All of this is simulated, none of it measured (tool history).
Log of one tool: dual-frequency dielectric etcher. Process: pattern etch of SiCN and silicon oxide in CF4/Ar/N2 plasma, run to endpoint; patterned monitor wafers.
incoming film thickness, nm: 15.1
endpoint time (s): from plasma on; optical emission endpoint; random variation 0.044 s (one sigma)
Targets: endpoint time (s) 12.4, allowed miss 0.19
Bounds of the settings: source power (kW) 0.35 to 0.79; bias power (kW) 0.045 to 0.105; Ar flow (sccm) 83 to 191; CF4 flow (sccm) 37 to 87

Run 1, hour 0: source power (kW) 0.57, bias power (kW) 0.075, Ar flow (sccm) 137, CF4 flow (sccm) 62. Result: endpoint time (s) 14.737.
Run 2, hour 4.8: source power (kW) 0.57, bias power (kW) 0.075, Ar flow (sccm) 122, CF4 flow (sccm) 62. Result: endpoint time (s) 14.666.
Run 3, hour 6.9: source power (kW) 0.6, bias power (kW) 0.075, Ar flow (sccm) 122, CF4 flow (sccm) 62. Result: endpoint time (s) 13.935.
Run 4, hour 15.5: source power (kW) 0.62, bias power (kW) 0.075, Ar flow (sccm) 122, CF4 flow (sccm) 62. Result: endpoint time (s) 13.538.
Run 5, hour 20.7: source power (kW) 0.64, bias power (kW) 0.075, Ar flow (sccm) 122, CF4 flow (sccm) 62. Result: endpoint time (s) 13.127.
Run 6, hour 23.6: source power (kW) 0.58, bias power (kW) 0.075, Ar flow (sccm) 122, CF4 flow (sccm) 62. Result: endpoint time (s) 14.391.
Run 7, hour 29: source power (kW) 0.61, bias power (kW) 0.075, Ar flow (sccm) 122, CF4 flow (sccm) 62. Result: endpoint time (s) 13.781.
Run 8, hour 36.3: source power (kW) 0.61, bias power (kW) 0.075, Ar flow (sccm) 122, CF4 flow (sccm) 62. Result: endpoint time (s) 13.702.

Which of these 4 next moves meets every target?
Run A, hour 43.6: source power (kW) 0.69, bias power (kW) 0.073, Ar flow (sccm) 143, CF4 flow (sccm) 62. Result: endpoint time (s) ?.
Run B, hour 43.6: source power (kW) 0.72, bias power (kW) 0.078, Ar flow (sccm) 134, CF4 flow (sccm) 62. Result: endpoint time (s) ?.
Run C, hour 43.6: source power (kW) 0.74, bias power (kW) 0.083, Ar flow (sccm) 160, CF4 flow (sccm) 51. Result: endpoint time (s) ?.
Run D, hour 43.6: source power (kW) 0.64, bias power (kW) 0.085, Ar flow (sccm) 99, CF4 flow (sccm) 54. Result: endpoint time (s) ?.

move  endpoint time (s)
   A             12.868
   B             11.948
   C             12.003
   D             12.388
A: nearer than the last run, and not there yet
B: takes the result that was furthest off past its target
C: takes the result that was furthest off past its target
D: meets every target
The right move is D.

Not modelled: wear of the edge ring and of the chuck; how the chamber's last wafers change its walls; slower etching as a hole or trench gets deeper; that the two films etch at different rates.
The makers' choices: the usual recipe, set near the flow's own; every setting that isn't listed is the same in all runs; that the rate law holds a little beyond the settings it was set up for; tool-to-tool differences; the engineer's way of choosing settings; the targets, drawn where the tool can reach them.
